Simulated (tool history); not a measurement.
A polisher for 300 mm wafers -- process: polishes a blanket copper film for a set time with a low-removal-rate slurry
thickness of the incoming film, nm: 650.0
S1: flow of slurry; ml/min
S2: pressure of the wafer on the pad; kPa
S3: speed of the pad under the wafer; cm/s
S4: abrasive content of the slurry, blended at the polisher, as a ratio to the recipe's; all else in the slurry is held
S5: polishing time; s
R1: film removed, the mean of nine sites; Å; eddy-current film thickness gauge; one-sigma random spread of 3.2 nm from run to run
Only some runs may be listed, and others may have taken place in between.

run 1 hour=0.0 | S1=245 S2=22.1 S3=110 S4=1.0 S5=40 | R1=1471.2
run 2 hour=4.0 | S1=245 S2=23.4 S3=110 S4=1.0 S5=40 | R1=1522.0
run 3 hour=5.9 | S1=245 S2=23.4 S3=110 S4=1.0 S5=36 | R1=1373.7
run 4 hour=12.0 | S1=245 S2=20.7 S3=110 S4=1.0 S5=36 | R1=1295.6
run 5 hour=19.1 | S1=245 S2=20.7 S3=132 S4=1.0 S5=36 | R1=1541.6
run 6 hour=25.7 | S1=245 S2=20.7 S3=132 S4=1.0 S5=36 | R1=1541.7

The next listed run, before its measurement:
run 7 hour=26.3 | S1=245 S2=22.1 S3=134 S4=1.0 S5=36 | R1=?

{"run 7": {"R1": 1557.8}}
